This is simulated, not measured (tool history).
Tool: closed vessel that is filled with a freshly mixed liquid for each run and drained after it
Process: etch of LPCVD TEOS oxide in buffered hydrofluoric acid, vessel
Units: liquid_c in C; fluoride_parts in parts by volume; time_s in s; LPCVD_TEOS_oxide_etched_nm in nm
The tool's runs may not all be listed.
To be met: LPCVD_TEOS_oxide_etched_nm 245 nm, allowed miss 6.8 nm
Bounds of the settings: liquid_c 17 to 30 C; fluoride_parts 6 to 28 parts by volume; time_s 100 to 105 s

run,hour,liquid_c,fluoride_parts,time_s,LPCVD_TEOS_oxide_etched_nm
1,0,22,17,100,152.17
2,1.8,24.5,16.5,100,179.74
3,4.4,24.5,19,100,156.16
4,8.3,26,18,100,178.9
5,10.3,27,17.5,100,195
6,16.3,28,17,100,210.12
7,21.8,28.5,16.5,100,220.5
8,27.8,29,16.5,100,229.86
9,29.9,29.5,16.5,100,236.55

5 next moves are on the table. One of them brings every result within its allowed miss. Which?
A,32,26.5,15,105,?
B,32,30,15.5,100,?
C,32,23,11,100,?
D,32,30,16,105,?
E,32,28.5,16,100,?

move,LPCVD_TEOS_oxide_etched_nm
A,232.76
B,258.56
C,248.31
D,263.17
E,231.53
A: further off than the last run
B: takes the result that was furthest off past its target
C: meets every target
D: takes the result that was furthest off past its target
E: further off than the last run
The right move is C.
